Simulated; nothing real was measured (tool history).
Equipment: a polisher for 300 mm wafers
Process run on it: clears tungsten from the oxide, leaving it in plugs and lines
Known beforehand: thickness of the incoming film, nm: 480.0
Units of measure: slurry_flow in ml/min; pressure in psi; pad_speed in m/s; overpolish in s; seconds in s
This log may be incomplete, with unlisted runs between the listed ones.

run    day  slurry_flow  pressure  pad_speed  slurry_solids  overpolish  seconds
  1  0.000          165       4.8       0.98            1.0           4   80.812
  2  0.042          165       4.5       0.98            1.0           4   84.838
  3  0.083          165       4.2       0.98            1.0           4   87.611
  4  0.383          165       4.2       1.16            1.0           4   76.903
  5  0.538          165       4.2       1.16            1.0           4   74.641
  6  0.738          165       3.8       1.14            1.0           4   87.540
  7  0.996          165       3.6       1.14            1.0           4   92.314

Estimate the outcome of run 8 from the log above:
  8  1.350          165       3.4       1.14            1.0           4        ?

Run 8 yielded seconds 94.733 s.
